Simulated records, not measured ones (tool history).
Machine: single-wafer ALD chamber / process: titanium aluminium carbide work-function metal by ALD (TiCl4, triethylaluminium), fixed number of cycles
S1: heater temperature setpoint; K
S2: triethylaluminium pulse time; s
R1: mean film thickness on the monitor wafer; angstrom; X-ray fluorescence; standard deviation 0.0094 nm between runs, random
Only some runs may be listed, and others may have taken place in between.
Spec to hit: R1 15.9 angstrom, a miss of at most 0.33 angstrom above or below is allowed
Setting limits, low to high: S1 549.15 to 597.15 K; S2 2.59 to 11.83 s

{"run": 1, "hour": 0.0, "S1": 573.15, "S2": 7.21, "R1": 17.657}
{"run": 2, "hour": 8.6, "S1": 569.15, "S2": 6.9, "R1": 16.99}
{"run": 3, "hour": 9.1, "S1": 575.15, "S2": 6.9, "R1": 17.508}
{"run": 4, "hour": 9.8, "S1": 571.15, "S2": 6.66, "R1": 17.172}
{"run": 5, "hour": 12.1, "S1": 571.15, "S2": 7.66, "R1": 17.912}
{"run": 6, "hour": 18.5, "S1": 577.15, "S2": 7.66, "R1": 18.303}
{"run": 7, "hour": 23.0, "S1": 572.15, "S2": 7.29, "R1": 17.791}
{"run": 8, "hour": 29.7, "S1": 568.15, "S2": 6.91, "R1": 17.203}

Which one of the following 5 next-run settings gets every result inside its allowed miss? There is exactly one.
{"run": "A", "hour": 36.4, "S1": 556.15, "S2": 5.71, "R1": "?"}
{"run": "B", "hour": 36.4, "S1": 558.15, "S2": 5.98, "R1": "?"}
{"run": "C", "hour": 36.4, "S1": 561.15, "S2": 7.15, "R1": "?"}
{"run": "D", "hour": 36.4, "S1": 563.15, "S2": 6.57, "R1": "?"}
{"run": "E", "hour": 36.4, "S1": 561.15, "S2": 6.94, "R1": "?"}

move=A R1=15.321
move=B R1=15.706
move=C R1=16.776
move=D R1=16.518
move=E R1=16.645
A: pushes the last run's worst result past its target
B: in spec on every target
C: closes in on the targets versus the last run, not all within tolerance yet
D: closes in on the targets versus the last run, not all within tolerance yet
E: closes in on the targets versus the last run, not all within tolerance yet
B meets every target.

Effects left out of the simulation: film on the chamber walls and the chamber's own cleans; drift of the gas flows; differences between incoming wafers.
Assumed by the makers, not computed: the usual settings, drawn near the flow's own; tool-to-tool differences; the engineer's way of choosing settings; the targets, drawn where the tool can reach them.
